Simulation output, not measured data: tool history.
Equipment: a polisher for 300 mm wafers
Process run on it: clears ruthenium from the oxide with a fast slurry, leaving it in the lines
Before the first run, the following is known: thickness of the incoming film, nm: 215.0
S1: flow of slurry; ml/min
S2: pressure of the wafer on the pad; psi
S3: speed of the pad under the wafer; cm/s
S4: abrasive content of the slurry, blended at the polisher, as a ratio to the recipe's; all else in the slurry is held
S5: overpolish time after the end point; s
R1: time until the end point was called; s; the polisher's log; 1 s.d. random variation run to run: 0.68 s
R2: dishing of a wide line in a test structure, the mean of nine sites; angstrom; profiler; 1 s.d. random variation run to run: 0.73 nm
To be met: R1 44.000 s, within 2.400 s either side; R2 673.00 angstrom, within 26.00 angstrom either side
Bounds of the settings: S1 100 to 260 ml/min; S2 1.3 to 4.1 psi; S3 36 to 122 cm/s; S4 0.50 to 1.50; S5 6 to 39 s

run    day   S1   S2  S3    S4  S5      R1      R2
  1  0.000  165  2.7  78  1.00  20  59.307  575.53
  2  0.225  170  2.9  78  1.00  19  55.241  578.10
  3  0.583  170  2.9  86  1.00  19  51.133  620.88
  4  0.742  170  2.4  86  1.00  19  60.592  545.59
  5  0.812  170  1.9  86  1.00  19  75.042  464.90
  6  0.958  170  1.6  86  1.00  19  85.121  406.26
  7  0.983  200  2.3  90  1.00  15  58.858  450.38
  8  1.146  195  2.5  90  1.00  16  54.239  511.07

Below are 5 possible settings for the next run. Only one of them brings all results inside the allowed miss of their targets. Which is it?
  A  1.308  185  2.6  110  0.95  18   ?   ?
  B  1.308  225  3.0   98  1.30  16   ?   ?
  C  1.308  245  2.2   92  0.95  27   ?   ?
  D  1.308  190  2.2   84  0.90  28   ?   ?
  E  1.308  185  2.4   86  1.05  23   ?   ?

move      R1      R2
   A  44.057  665.55
   B  37.616  686.05
   C  58.678  727.13
   D  67.641  672.17
   E  57.952  651.01
A: all results in spec
B: brings the result that was furthest off to its target, and leaves another outside
C: moves the result that the last run missed by most past its target, out the other side
D: brings the result that was furthest off to its target, and leaves another outside
E: brings the result that was furthest off to its target, and leaves another outside
So the answer is move A, the one that meets all the targets.
